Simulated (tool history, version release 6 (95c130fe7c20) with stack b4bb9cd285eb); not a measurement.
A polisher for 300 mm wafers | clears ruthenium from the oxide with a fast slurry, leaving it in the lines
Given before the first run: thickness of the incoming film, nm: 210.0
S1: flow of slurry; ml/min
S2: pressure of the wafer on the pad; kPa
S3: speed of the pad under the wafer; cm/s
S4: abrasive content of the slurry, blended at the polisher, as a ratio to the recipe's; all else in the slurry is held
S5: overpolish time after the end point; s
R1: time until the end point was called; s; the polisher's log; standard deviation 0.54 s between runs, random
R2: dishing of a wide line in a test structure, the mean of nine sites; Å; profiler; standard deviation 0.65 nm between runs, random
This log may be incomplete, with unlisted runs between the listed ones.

run 1 day=0 | S1=315 S2=16.5 S3=120 S4=1 S5=12 | R1=58.823 R2=326.22
run 2 day=0.175 | S1=315 S2=16.5 S3=120 S4=0.85 S5=12 | R1=63.663 R2=308.21
run 3 day=0.25 | S1=315 S2=16.5 S3=120 S4=0.75 S5=12 | R1=67.601 R2=286.86
run 4 day=0.625 | S1=375 S2=16.5 S3=120 S4=0.75 S5=12 | R1=67.027 R2=292.79
run 5 day=0.683 | S1=345 S2=16.5 S3=120 S4=0.75 S5=12 | R1=67.923 R2=288.85
run 6 day=0.896 | S1=345 S2=18.6 S3=120 S4=0.75 S5=15 | R1=62.528 R2=382.14
run 7 day=1.117 | S1=345 S2=20 S3=120 S4=0.75 S5=16 | R1=58.195 R2=434.77

Run 8 has not been measured yet. What should we expect?
run 8 day=1.462 | S1=345 S2=20.7 S3=120 S4=0.75 S5=16 | R1=? R2=?

Run 8 produced R1 57.016 s, R2 428.85 Å.
